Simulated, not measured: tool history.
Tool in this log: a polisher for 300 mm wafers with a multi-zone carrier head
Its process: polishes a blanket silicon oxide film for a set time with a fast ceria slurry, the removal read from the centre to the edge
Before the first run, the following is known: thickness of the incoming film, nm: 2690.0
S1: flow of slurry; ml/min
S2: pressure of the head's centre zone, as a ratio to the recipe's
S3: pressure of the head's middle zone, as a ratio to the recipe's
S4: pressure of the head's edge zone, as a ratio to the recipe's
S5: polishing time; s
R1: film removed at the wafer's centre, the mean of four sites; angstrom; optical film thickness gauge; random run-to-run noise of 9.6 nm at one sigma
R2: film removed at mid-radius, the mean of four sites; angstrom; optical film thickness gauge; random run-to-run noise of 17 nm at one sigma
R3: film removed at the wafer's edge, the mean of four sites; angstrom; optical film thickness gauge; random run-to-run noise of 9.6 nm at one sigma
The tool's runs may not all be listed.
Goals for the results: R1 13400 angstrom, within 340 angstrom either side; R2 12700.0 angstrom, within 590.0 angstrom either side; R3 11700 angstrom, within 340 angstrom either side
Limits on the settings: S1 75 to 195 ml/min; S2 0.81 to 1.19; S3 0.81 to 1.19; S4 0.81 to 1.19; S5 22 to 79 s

| run | day | S1 | S2 | S3 | S4 | S5 | R1 | R2 | R3 |
|---|---|---|---|---|---|---|---|---|---|
| 1 | 0.000 | 125 | 1.00 | 1.00 | 1.00 | 50 | 10474 | 10093.0 | 10183 |
| 2 | 0.025 | 125 | 1.00 | 0.92 | 1.00 | 50 | 10532 | 9718.5 | 10303 |
| 3 | 0.100 | 135 | 1.00 | 0.92 | 1.00 | 50 | 10781 | 9780.4 | 10410 |
| 4 | 0.167 | 140 | 1.01 | 0.94 | 1.00 | 50 | 10984 | 10105.0 | 10444 |
| 5 | 0.350 | 145 | 1.02 | 0.95 | 1.01 | 50 | 11099 | 10397.0 | 10617 |
| 6 | 0.567 | 150 | 1.03 | 0.96 | 1.01 | 50 | 11211 | 10197.0 | 10491 |
| 7 | 0.742 | 155 | 1.04 | 0.98 | 1.01 | 51 | 11911 | 10718.0 | 10920 |
| 8 | 0.821 | 160 | 1.04 | 1.00 | 1.01 | 51 | 11920 | 10963.0 | 10934 |
| 9 | 0.846 | 165 | 1.04 | 1.01 | 1.01 | 51 | 12031 | 11245.0 | 11069 |
| 10 | 0.879 | 170 | 1.04 | 1.02 | 1.01 | 51 | 12159 | 11081.0 | 11012 |
| 11 | 1.012 | 170 | 1.04 | 1.04 | 1.01 | 51 | 12066 | 11332.0 | 10993 |

Which of these 4 next moves meets every target?
| A | 1.146 | 180 | 1.15 | 1.00 | 1.01 | 53 | ? | ? | ? |
| B | 1.146 | 190 | 1.08 | 1.19 | 0.86 | 51 | ? | ? | ? |
| C | 1.146 | 190 | 1.06 | 1.08 | 0.97 | 55 | ? | ? | ? |
| D | 1.146 | 170 | 0.95 | 0.88 | 1.14 | 52 | ? | ? | ? |

| move | R1 | R2 | R3 |
|---|---|---|---|
| A | 14157 | 11377.0 | 11543 |
| B | 12925 | 12401.0 | 10350 |
| C | 13670 | 12528.0 | 11813 |
| D | 11328 | 10210.0 | 11962 |
A: the result that was furthest off in the last run now lies on the other side of its target
B: roughly where the last run was
C: every result lands within tolerance
D: moves away from the targets compared with the last run
C is the move that brings every result within its allowed miss.
